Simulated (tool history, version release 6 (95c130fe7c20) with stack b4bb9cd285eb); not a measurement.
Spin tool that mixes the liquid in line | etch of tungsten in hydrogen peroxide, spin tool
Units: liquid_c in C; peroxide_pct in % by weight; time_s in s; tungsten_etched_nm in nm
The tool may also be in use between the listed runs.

| run | hour | liquid_c | peroxide_pct | time_s | tungsten_etched_nm |
|---|---|---|---|---|---|
| 1 | 0.0 | 49.0 | 20.0 | 15 | 12.0560 |
| 2 | 6.7 | 49.0 | 16.5 | 15 | 10.8560 |
| 3 | 12.0 | 49.0 | 16.5 | 15 | 10.8720 |
| 4 | 19.1 | 49.0 | 14.0 | 15 | 10.0910 |
| 5 | 27.0 | 49.0 | 14.0 | 15 | 10.0460 |
| 6 | 32.7 | 46.5 | 14.0 | 15 | 8.7259 |

Run 7 comes next. What will it give?
| 7 | 38.4 | 44.5 | 14.0 | 15 | ? |

{"run 7": {"tungsten_etched_nm": 7.5875}}

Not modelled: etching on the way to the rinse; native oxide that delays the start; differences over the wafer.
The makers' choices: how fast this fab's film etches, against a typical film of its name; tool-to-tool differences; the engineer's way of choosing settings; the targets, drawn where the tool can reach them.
